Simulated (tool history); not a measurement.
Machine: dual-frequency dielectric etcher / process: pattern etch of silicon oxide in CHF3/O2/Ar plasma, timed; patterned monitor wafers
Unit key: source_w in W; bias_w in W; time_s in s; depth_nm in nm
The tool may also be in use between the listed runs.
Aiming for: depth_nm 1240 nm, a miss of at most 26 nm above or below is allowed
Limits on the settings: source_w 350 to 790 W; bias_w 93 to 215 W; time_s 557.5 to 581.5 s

| run | hour | source_w | bias_w | time_s | depth_nm |
|---|---|---|---|---|---|
| 1 | 0 | 570 | 154 | 557.5 | 1016.7 |
| 2 | 0.9 | 600 | 158 | 558.5 | 1046.9 |
| 3 | 8.1 | 620 | 162 | 559.5 | 1063.6 |
| 4 | 10.8 | 640 | 167 | 561 | 1098.4 |
| 5 | 17.8 | 640 | 167 | 557.5 | 1080.1 |
| 6 | 20.7 | 660 | 172 | 559 | 1118.7 |
| 7 | 22.7 | 670 | 174 | 559.5 | 1120.1 |
| 8 | 24.2 | 680 | 177 | 560.5 | 1144.1 |
| 9 | 27.8 | 690 | 179 | 561 | 1143.1 |
| 10 | 31.8 | 700 | 182 | 562 | 1157.7 |
| 11 | 35 | 710 | 184 | 563 | 1171.7 |
| 12 | 38.4 | 720 | 186 | 563.5 | 1169.2 |

Which single option among these 4 for the next run brings every result within its allowed miss of target? Just one does.
| A | 41.8 | 730 | 176 | 562 | ? |
| B | 41.8 | 750 | 195 | 571 | ? |
| C | 41.8 | 640 | 182 | 574.5 | ? |
| D | 41.8 | 710 | 186 | 564 | ? |

| move | depth_nm |
|---|---|
| A | 1157.1 |
| B | 1218.6 |
| C | 1137.3 |
| D | 1165.7 |
A: its largest miss is bigger than the last run's
B: all results land within tolerance of their targets
C: its largest miss is bigger than the last run's
D: just as far off the targets as the last run
The right move is B.
